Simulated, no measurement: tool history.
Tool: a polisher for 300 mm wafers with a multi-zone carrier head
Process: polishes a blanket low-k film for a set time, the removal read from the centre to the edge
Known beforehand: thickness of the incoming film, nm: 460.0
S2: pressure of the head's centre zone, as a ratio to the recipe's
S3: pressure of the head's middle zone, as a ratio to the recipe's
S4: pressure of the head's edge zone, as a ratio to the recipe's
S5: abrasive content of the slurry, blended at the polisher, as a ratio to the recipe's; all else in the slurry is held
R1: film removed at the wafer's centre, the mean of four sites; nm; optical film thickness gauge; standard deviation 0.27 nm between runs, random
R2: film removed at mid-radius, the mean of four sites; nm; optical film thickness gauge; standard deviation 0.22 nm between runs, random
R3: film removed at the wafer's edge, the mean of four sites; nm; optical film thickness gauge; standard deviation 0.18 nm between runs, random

Run 1, hour 0.0: flow of slurry (ml/min) 245, S2 1.00, S3 1.00, S4 1.00, S5 1.00, polishing time (s) 57. Result: R1 21.215 nm, R2 21.681 nm, R3 21.383 nm.
Run 2, hour 3.0: flow of slurry (ml/min) 245, S2 1.00, S3 1.00, S4 1.00, S5 1.00, polishing time (s) 68. Result: R1 26.086 nm, R2 25.399 nm, R3 25.606 nm.
Run 3, hour 7.5: flow of slurry (ml/min) 245, S2 1.05, S3 1.00, S4 1.00, S5 1.00, polishing time (s) 68. Result: R1 26.706 nm, R2 26.021 nm, R3 25.674 nm.
Run 4, hour 10.4: flow of slurry (ml/min) 245, S2 1.05, S3 1.00, S4 0.94, S5 1.00, polishing time (s) 68. Result: R1 27.289 nm, R2 25.032 nm, R3 24.789 nm.
Run 5, hour 18.2: flow of slurry (ml/min) 195, S2 1.05, S3 1.00, S4 0.94, S5 1.00, polishing time (s) 68. Result: R1 26.239 nm, R2 25.400 nm, R3 24.520 nm.
Run 6, hour 19.7: flow of slurry (ml/min) 230, S2 1.05, S3 1.00, S4 0.94, S5 1.00, polishing time (s) 68. Result: R1 26.152 nm, R2 25.455 nm, R3 24.696 nm.
Run 7, hour 25.1: flow of slurry (ml/min) 240, S2 1.04, S3 0.95, S4 0.94, S5 0.90, polishing time (s) 68. Result: R1 25.018 nm, R2 23.066 nm, R3 23.333 nm.
Run 8, hour 28.2: flow of slurry (ml/min) 270, S2 1.02, S3 0.91, S4 0.94, S5 0.85, polishing time (s) 68. Result: R1 23.876 nm, R2 21.639 nm, R3 23.133 nm.
Run 9, hour 31.6: flow of slurry (ml/min) 270, S2 1.02, S3 0.91, S4 0.94, S5 0.85, polishing time (s) 68. Result: R1 23.988 nm, R2 22.194 nm, R3 22.992 nm.
Run 10, hour 37.3: flow of slurry (ml/min) 275, S2 1.04, S3 0.88, S4 0.98, S5 0.75, polishing time (s) 68. Result: R1 22.452 nm, R2 19.280 nm, R3 21.434 nm.
Run 11, hour 38.3: flow of slurry (ml/min) 270, S2 1.04, S3 0.86, S4 0.98, S5 0.75, polishing time (s) 68. Result: R1 21.964 nm, R2 19.104 nm, R3 21.301 nm.
Run 12, hour 41.9: flow of slurry (ml/min) 265, S2 1.05, S3 0.85, S4 0.99, S5 0.75, polishing time (s) 68. Result: R1 22.211 nm, R2 18.783 nm, R3 21.682 nm.
Run 13, hour 48.4: flow of slurry (ml/min) 260, S2 1.05, S3 0.84, S4 0.98, S5 0.75, polishing time (s) 68. Result: R1 22.489 nm, R2 18.777 nm, R3 21.508 nm.
Run 14, hour 50.4: flow of slurry (ml/min) 260, S2 1.05, S3 0.83, S4 0.98, S5 0.75, polishing time (s) 68. Result: R1 22.478 nm, R2 18.516 nm, R3 21.330 nm.

The next listed run, before its measurement:
Run 15, hour 58.7: flow of slurry (ml/min) 260, S2 1.05, S3 0.82, S4 0.98, S5 0.75, polishing time (s) 68. Result: R1 ?, R2 ?, R3 ?.

Run 15 gave R1 22.759 nm, R2 18.097 nm, R3 21.435 nm.
